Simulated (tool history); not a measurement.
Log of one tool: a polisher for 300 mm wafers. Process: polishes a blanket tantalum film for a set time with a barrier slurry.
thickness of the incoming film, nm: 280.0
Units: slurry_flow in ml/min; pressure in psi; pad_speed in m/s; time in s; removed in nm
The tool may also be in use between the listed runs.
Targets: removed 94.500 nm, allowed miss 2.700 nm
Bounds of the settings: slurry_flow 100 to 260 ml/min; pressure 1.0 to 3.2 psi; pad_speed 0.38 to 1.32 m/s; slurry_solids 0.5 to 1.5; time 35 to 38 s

Run 1, day 0.000: slurry_flow 165 ml/min, pressure 2.1 psi, pad_speed 0.84 m/s, slurry_solids 1.0, time 38 s. Result: removed 57.931 nm.
Run 2, day 0.175: slurry_flow 165 ml/min, pressure 2.1 psi, pad_speed 0.84 m/s, slurry_solids 1.0, time 35 s. Result: removed 53.116 nm.
Run 3, day 0.304: slurry_flow 170 ml/min, pressure 2.3 psi, pad_speed 0.84 m/s, slurry_solids 1.0, time 35 s. Result: removed 57.604 nm.
Run 4, day 0.496: slurry_flow 170 ml/min, pressure 2.5 psi, pad_speed 0.86 m/s, slurry_solids 1.0, time 35 s. Result: removed 62.115 nm.
Run 5, day 0.746: slurry_flow 170 ml/min, pressure 2.5 psi, pad_speed 0.86 m/s, slurry_solids 1.2, time 35 s. Result: removed 64.680 nm.
Run 6, day 0.775: slurry_flow 170 ml/min, pressure 2.3 psi, pad_speed 0.86 m/s, slurry_solids 1.2, time 35 s. Result: removed 60.317 nm.
Run 7, day 1.029: slurry_flow 170 ml/min, pressure 2.3 psi, pad_speed 0.86 m/s, slurry_solids 1.2, time 35 s. Result: removed 60.799 nm.
Run 8, day 1.179: slurry_flow 175 ml/min, pressure 2.5 psi, pad_speed 0.88 m/s, slurry_solids 1.2, time 35 s. Result: removed 66.215 nm.
Run 9, day 1.225: slurry_flow 175 ml/min, pressure 2.6 psi, pad_speed 0.90 m/s, slurry_solids 1.2, time 35 s. Result: removed 69.018 nm.
Run 10, day 1.304: slurry_flow 175 ml/min, pressure 2.7 psi, pad_speed 0.92 m/s, slurry_solids 1.2, time 35 s. Result: removed 72.583 nm.
Run 11, day 1.508: slurry_flow 210 ml/min, pressure 3.2 psi, pad_speed 0.94 m/s, slurry_solids 1.2, time 35 s. Result: removed 85.841 nm.
Run 12, day 1.696: slurry_flow 210 ml/min, pressure 3.2 psi, pad_speed 0.94 m/s, slurry_solids 1.2, time 35 s. Result: removed 86.262 nm.
Run 13, day 1.762: slurry_flow 210 ml/min, pressure 3.2 psi, pad_speed 0.96 m/s, slurry_solids 1.2, time 35 s. Result: removed 86.812 nm.
Run 14, day 2.025: slurry_flow 210 ml/min, pressure 3.2 psi, pad_speed 0.96 m/s, slurry_solids 1.2, time 35 s. Result: removed 88.107 nm.
Run 15, day 2.208: slurry_flow 210 ml/min, pressure 3.2 psi, pad_speed 0.96 m/s, slurry_solids 1.2, time 35 s. Result: removed 87.600 nm.
Run 16, day 2.450: slurry_flow 210 ml/min, pressure 3.2 psi, pad_speed 0.98 m/s, slurry_solids 1.2, time 35 s. Result: removed 89.672 nm.

4 next moves are on the table. One of them brings every result within its allowed miss. Which?
Run A, day 2.692: slurry_flow 235 ml/min, pressure 3.2 psi, pad_speed 0.94 m/s, slurry_solids 1.0, time 35 s. Result: removed ?.
Run B, day 2.692: slurry_flow 185 ml/min, pressure 3.2 psi, pad_speed 1.06 m/s, slurry_solids 1.3, time 35 s. Result: removed ?.
Run C, day 2.692: slurry_flow 210 ml/min, pressure 2.9 psi, pad_speed 1.02 m/s, slurry_solids 1.0, time 38 s. Result: removed ?.
Run D, day 2.692: slurry_flow 210 ml/min, pressure 3.2 psi, pad_speed 0.86 m/s, slurry_solids 1.3, time 36 s. Result: removed ?.

move  removed
   A   82.990
   B   92.866
   C   86.803
   D   84.324
A: further off than the last run
B: meets every target
C: further off than the last run
D: further off than the last run
Move B is the one to make.

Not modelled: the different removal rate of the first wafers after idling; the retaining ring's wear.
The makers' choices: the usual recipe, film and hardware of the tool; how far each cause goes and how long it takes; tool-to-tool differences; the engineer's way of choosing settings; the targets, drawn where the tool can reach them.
